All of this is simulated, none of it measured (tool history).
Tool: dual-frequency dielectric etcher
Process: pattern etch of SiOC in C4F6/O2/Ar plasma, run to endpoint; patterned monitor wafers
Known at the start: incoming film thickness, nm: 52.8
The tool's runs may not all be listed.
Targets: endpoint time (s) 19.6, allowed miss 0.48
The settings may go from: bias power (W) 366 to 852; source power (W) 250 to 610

run 1 day=0 | bias_power_(W)=609 source_power_(W)=430 | endpoint_time_(s)=16.138
run 2 day=0.267 | bias_power_(W)=609 source_power_(W)=390 | endpoint_time_(s)=16.75
run 3 day=0.358 | bias_power_(W)=574 source_power_(W)=380 | endpoint_time_(s)=17.293
run 4 day=0.462 | bias_power_(W)=677 source_power_(W)=380 | endpoint_time_(s)=16.006
run 5 day=0.517 | bias_power_(W)=677 source_power_(W)=300 | endpoint_time_(s)=16.833
run 6 day=0.562 | bias_power_(W)=645 source_power_(W)=290 | endpoint_time_(s)=17.063
run 7 day=0.867 | bias_power_(W)=610 source_power_(W)=280 | endpoint_time_(s)=17.734
run 8 day=1.112 | bias_power_(W)=588 source_power_(W)=270 | endpoint_time_(s)=18.282
run 9 day=1.412 | bias_power_(W)=574 source_power_(W)=270 | endpoint_time_(s)=18.504
run 10 day=1.721 | bias_power_(W)=562 source_power_(W)=270 | endpoint_time_(s)=18.673
run 11 day=1.783 | bias_power_(W)=552 source_power_(W)=270 | endpoint_time_(s)=18.856
run 12 day=1.85 | bias_power_(W)=544 source_power_(W)=270 | endpoint_time_(s)=19.056
run 13 day=2.012 | bias_power_(W)=539 source_power_(W)=270 | endpoint_time_(s)=19.052
run 14 day=2.167 | bias_power_(W)=539 source_power_(W)=270 | endpoint_time_(s)=19.015

4 next moves are on the table. One of them brings every result within its allowed miss. Which?
run A day=2.321 | bias_power_(W)=578 source_power_(W)=300 | endpoint_time_(s)=?
run B day=2.321 | bias_power_(W)=489 source_power_(W)=310 | endpoint_time_(s)=?
run C day=2.321 | bias_power_(W)=576 source_power_(W)=280 | endpoint_time_(s)=?
run D day=2.321 | bias_power_(W)=562 source_power_(W)=280 | endpoint_time_(s)=?

move=A endpoint_time_(s)=17.999
move=B endpoint_time_(s)=19.443
move=C endpoint_time_(s)=18.288
move=D endpoint_time_(s)=18.514
A: further off than the last run
B: meets every target
C: further off than the last run
D: further off than the last run
The right move is B.

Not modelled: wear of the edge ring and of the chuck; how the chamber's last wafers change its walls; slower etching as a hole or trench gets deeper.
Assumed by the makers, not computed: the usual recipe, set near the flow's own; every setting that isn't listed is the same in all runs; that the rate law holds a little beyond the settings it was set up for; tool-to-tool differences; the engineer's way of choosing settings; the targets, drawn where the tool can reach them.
